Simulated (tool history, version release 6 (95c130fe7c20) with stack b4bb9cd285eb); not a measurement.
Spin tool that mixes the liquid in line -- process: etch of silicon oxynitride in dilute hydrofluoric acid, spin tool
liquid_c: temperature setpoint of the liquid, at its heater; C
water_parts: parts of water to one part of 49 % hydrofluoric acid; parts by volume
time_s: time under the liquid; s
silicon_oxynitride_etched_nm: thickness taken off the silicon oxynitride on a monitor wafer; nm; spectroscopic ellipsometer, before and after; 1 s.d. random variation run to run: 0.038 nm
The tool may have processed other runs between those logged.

run 1 hour=0.0 | liquid_c=20.0 water_parts=270 time_s=325 | silicon_oxynitride_etched_nm=2.3960
run 2 hour=2.5 | liquid_c=20.0 water_parts=235 time_s=325 | silicon_oxynitride_etched_nm=3.0235
run 3 hour=9.6 | liquid_c=21.5 water_parts=235 time_s=325 | silicon_oxynitride_etched_nm=3.1185
run 4 hour=13.4 | liquid_c=21.5 water_parts=330 time_s=325 | silicon_oxynitride_etched_nm=2.1591
run 5 hour=15.2 | liquid_c=20.5 water_parts=335 time_s=325 | silicon_oxynitride_etched_nm=1.9854
run 6 hour=17.9 | liquid_c=20.0 water_parts=340 time_s=325 | silicon_oxynitride_etched_nm=1.8690

What will run 7 give?
run 7 hour=22.5 | liquid_c=20.0 water_parts=340 time_s=325 | silicon_oxynitride_etched_nm=?

{"run 7": {"silicon_oxynitride_etched_nm": 1.8741}}

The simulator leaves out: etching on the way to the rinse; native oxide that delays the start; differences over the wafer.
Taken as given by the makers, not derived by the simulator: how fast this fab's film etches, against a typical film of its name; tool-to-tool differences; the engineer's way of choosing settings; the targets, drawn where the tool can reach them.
